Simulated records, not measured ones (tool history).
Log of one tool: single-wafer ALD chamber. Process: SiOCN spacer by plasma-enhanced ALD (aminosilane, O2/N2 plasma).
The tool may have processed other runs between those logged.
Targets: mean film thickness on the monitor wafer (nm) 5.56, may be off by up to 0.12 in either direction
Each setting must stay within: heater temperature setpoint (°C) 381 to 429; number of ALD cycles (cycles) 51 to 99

| run | hour | heater temperature setpoint (°C) | number of ALD cycles (cycles) | mean film thickness on the monitor wafer (nm) |
|---|---|---|---|---|
| 1 | 0 | 405 | 75 | 4.4431 |
| 2 | 2.8 | 405 | 65 | 3.8745 |
| 3 | 4.3 | 405 | 70 | 4.1528 |
| 4 | 7.3 | 399 | 70 | 4.1321 |
| 5 | 10.1 | 391 | 70 | 4.1528 |
| 6 | 13.3 | 385 | 70 | 4.1573 |
| 7 | 19.5 | 383 | 82 | 4.8567 |
|  | 20.6 | thermocouple changed; heater temperature recalibrated |
| 8 | 20.6 | 383 | 83 | 4.8899 |
| 9 | 22.7 | 383 | 84 | 4.9865 |
| 10 | 25.8 | 383 | 85 | 5.0369 |
| 11 | 34.3 | 383 | 85 | 5.0286 |
| 12 | 39.7 | 383 | 86 | 5.1018 |

Which single option among these 4 for the next run brings every result within its allowed miss of target? Just one does.
| A | 45.1 | 381 | 88 | ? |
| B | 45.1 | 387 | 88 | ? |
| C | 45.1 | 393 | 99 | ? |
| D | 45.1 | 381 | 94 | ? |

| move | mean film thickness on the monitor wafer (nm) |
|---|---|
| A | 5.2209 |
| B | 5.2209 |
| C | 5.8736 |
| D | 5.5769 |
A: nearer than the last run, and not there yet
B: nearer than the last run, and not there yet
C: the result that was furthest off in the last run now lies on the other side of its target
D: hits every target within its allowed miss
Move D is the one to make.
